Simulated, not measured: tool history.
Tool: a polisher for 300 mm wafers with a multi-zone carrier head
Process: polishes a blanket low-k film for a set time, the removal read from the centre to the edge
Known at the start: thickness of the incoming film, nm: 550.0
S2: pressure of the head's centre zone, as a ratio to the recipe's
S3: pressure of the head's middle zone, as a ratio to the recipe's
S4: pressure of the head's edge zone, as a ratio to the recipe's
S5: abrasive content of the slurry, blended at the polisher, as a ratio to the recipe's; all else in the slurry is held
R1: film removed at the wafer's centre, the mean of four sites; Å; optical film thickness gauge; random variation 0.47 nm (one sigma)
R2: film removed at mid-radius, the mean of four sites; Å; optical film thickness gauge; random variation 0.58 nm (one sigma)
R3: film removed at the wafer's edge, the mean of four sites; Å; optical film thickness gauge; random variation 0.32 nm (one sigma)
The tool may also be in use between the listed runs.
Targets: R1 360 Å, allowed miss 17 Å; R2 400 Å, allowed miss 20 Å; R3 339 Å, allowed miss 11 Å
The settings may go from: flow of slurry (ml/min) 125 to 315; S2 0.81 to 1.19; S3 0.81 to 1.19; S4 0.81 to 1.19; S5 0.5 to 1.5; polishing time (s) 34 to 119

Run 1, hour 0: flow of slurry (ml/min) 205, S2 1, S3 1, S4 1, S5 1, polishing time (s) 76. Result: R1 469.02 Å, R2 442.56 Å, R3 460.9 Å.
Run 2, hour 2.8: flow of slurry (ml/min) 205, S2 1, S3 1, S4 1, S5 1.15, polishing time (s) 76. Result: R1 476.09 Å, R2 467.33 Å, R3 477.82 Å.
Run 3, hour 5.8: flow of slurry (ml/min) 205, S2 1, S3 1, S4 1, S5 1.15, polishing time (s) 67. Result: R1 426.65 Å, R2 414.22 Å, R3 416.8 Å.
Run 4, hour 12.6: flow of slurry (ml/min) 205, S2 1, S3 1, S4 1, S5 1.35, polishing time (s) 67. Result: R1 463.19 Å, R2 435.71 Å, R3 447.13 Å.
Run 5, hour 13.6: flow of slurry (ml/min) 205, S2 0.99, S3 1.02, S4 0.97, S5 1.25, polishing time (s) 66. Result: R1 428.43 Å, R2 438.31 Å, R3 416.35 Å.
Run 6, hour 19.6: flow of slurry (ml/min) 200, S2 0.99, S3 1.01, S4 0.94, S5 1.2, polishing time (s) 66. Result: R1 417.87 Å, R2 421.28 Å, R3 405.03 Å.
Run 7, hour 22.5: flow of slurry (ml/min) 200, S2 0.99, S3 1.02, S4 0.92, S5 1.15, polishing time (s) 65. Result: R1 412.34 Å, R2 405.58 Å, R3 387.85 Å.
Run 8, hour 29.4: flow of slurry (ml/min) 200, S2 0.99, S3 1.02, S4 0.92, S5 1.15, polishing time (s) 65. Result: R1 415.07 Å, R2 408.65 Å, R3 394.62 Å.

5 next moves are on the table. One of them brings every result within its allowed miss. Which?
Run A, hour 36.3: flow of slurry (ml/min) 155, S2 1.07, S3 0.81, S4 0.96, S5 1.1, polishing time (s) 78. Result: R1 ?, R2 ?, R3 ?.
Run B, hour 36.3: flow of slurry (ml/min) 225, S2 1.06, S3 0.97, S4 0.92, S5 1.05, polishing time (s) 62. Result: R1 ?, R2 ?, R3 ?.
Run C, hour 36.3: flow of slurry (ml/min) 185, S2 0.9, S3 1, S4 0.9, S5 1.2, polishing time (s) 63. Result: R1 ?, R2 ?, R3 ?.
Run D, hour 36.3: flow of slurry (ml/min) 125, S2 0.99, S3 1.15, S4 0.86, S5 1.05, polishing time (s) 63. Result: R1 ?, R2 ?, R3 ?.
Run E, hour 36.3: flow of slurry (ml/min) 210, S2 1.15, S3 1.04, S4 0.94, S5 1.15, polishing time (s) 55. Result: R1 ?, R2 ?, R3 ?.

move      R1      R2      R3
   A  504.64  377.61  459.29
   B  409.94  357.29  361.94
   C  363.72  384.77  377.73
   D  358.68  390.18  337.21
   E   406.4  346.02   334.3
A: further off than the last run
B: nearer than the last run, and not there yet
C: nearer than the last run, and not there yet
D: meets every target
E: brings the result that was furthest off to its target, and leaves another outside
Answer: D
